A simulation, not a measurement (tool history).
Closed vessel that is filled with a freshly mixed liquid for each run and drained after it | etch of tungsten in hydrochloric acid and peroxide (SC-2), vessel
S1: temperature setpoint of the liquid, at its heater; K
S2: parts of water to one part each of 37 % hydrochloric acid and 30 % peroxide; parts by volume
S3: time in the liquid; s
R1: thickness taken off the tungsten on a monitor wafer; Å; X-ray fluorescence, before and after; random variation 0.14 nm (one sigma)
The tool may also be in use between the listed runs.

run	hour	S1	S2	S3	R1
1	0	327.15	5.5	105	483.34
2	3.5	326.65	5.5	105	464.86
3	5.2	326.65	6.5	105	412.22
4	9.8	326.65	5.5	105	474.12
5	11	326.65	6.5	105	414.45
6	11.8	326.15	6.5	105	399.37

The next listed run, before its measurement:
7	20.2	325.65	6.5	105	?

R1: 390.24 Å
